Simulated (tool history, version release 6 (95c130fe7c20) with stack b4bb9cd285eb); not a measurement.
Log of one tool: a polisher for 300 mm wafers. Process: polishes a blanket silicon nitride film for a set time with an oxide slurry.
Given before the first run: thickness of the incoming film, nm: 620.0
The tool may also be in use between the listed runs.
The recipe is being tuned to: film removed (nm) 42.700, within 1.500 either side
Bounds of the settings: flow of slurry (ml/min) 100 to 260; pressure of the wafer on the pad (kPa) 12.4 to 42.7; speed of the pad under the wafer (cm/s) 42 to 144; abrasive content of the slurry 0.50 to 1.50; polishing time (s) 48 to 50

run  hour  flow of slurry (ml/min)  pressure of the wafer on the pad (kPa)  speed of the pad under the wafer (cm/s)  abrasive content of the slurry  polishing time (s)  film removed (nm)
  1   0.0                      165                                    27.6                                       92                            1.00                  48             28.926
  2   4.5                      185                                    27.6                                       92                            1.00                  48             29.009
  3  12.5                      185                                    29.0                                       92                            1.00                  48             30.525
  4  21.1                      185                                    30.3                                       92                            1.00                  48             31.758
  5  26.3                      185                                    24.8                                       92                            1.00                  48             26.429
  6  31.2                      185                                    27.6                                       92                            1.00                  48             28.876
  7  37.2                      205                                    35.2                                       94                            1.00                  48             38.363
  8  45.2                      205                                    35.9                                       94                            1.00                  48             38.654
  9  49.6                      205                                    36.5                                       94                            1.00                  48             40.037
 10  55.0                      205                                    37.9                                       94                            1.00                  48             41.130

5 next moves are on the table. One of them brings every result within its allowed miss. Which?
  A  60.4                      180                                    42.7                                       70                            1.15                  50                  ?
  B  60.4                      260                                    40.0                                       80                            1.10                  48                  ?
  C  60.4                      220                                    35.2                                      104                            1.00                  49                  ?
  D  60.4                      210                                    37.9                                       90                            0.95                  49                  ?
  E  60.4                      180                                    39.3                                       90                            0.80                  50                  ?

move  film removed (nm)
   A             38.817
   B             39.413
   C             41.451
   D             38.716
   E             37.306
A: moves away from the targets compared with the last run
B: moves away from the targets compared with the last run
C: hits every target within its allowed miss
D: moves away from the targets compared with the last run
E: moves away from the targets compared with the last run
Correct choice: C, which meets every target
